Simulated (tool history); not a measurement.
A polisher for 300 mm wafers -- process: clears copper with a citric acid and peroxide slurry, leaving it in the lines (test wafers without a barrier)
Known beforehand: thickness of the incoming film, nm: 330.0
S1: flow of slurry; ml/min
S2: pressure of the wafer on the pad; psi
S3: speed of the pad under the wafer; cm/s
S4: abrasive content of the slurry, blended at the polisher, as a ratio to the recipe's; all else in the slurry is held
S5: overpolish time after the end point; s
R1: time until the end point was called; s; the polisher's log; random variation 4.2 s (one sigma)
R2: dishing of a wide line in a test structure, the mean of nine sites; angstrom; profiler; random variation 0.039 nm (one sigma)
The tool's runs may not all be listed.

run,hour,S1,S2,S3,S4,S5,R1,R2
1,0,305,3.2,94,1,8,171.66,89.493
2,6.5,305,3.1,92,1,7,188.71,79.619
3,15.4,305,3.6,92,1,7,159.58,86.317
4,21.4,290,3.6,86,0.95,6,173.07,73.527
5,27.8,280,3.6,82,0.9,6,182.43,70.172
6,36,220,3.6,82,0.9,6,192.17,70.743
7,43.4,250,3.6,78,0.85,6,201.3,69.16
8,49.3,275,3.5,74,0.9,6,195.72,65.791
9,56.7,295,3.3,70,0.95,6,218.1,61.132
10,61.2,315,3.2,66,1,6,216.57,60.511
11,66.8,330,3.1,64,0.95,6,238.38,56.832
12,68.3,330,3.1,64,0.95,6,241.64,58.93
13,76.7,315,3,62,1,6,248.92,55.918
14,81.4,330,2.9,60,1.05,6,253.8,55.714
15,89.8,345,2.9,58,1,6,260.11,54.229
16,97.3,345,2.9,58,1,6,265.08,53.673
17,101.4,360,2.8,56,1.05,6,263.02,50.857
18,105.6,370,2.7,54,1.1,6,282.33,50.624
19,109.8,380,2.7,52,1.05,6,286.26,49.204
20,115.6,390,2.7,50,1.1,6,286.5,48.721
21,118.9,390,2.7,50,1.1,6,293.66,48.341

Estimate the outcome of run 22 from the log above:
22,123,400,2.7,50,1.15,6,?,?

{"run 22": {"R1": 283.59, "R2": 48.82}}
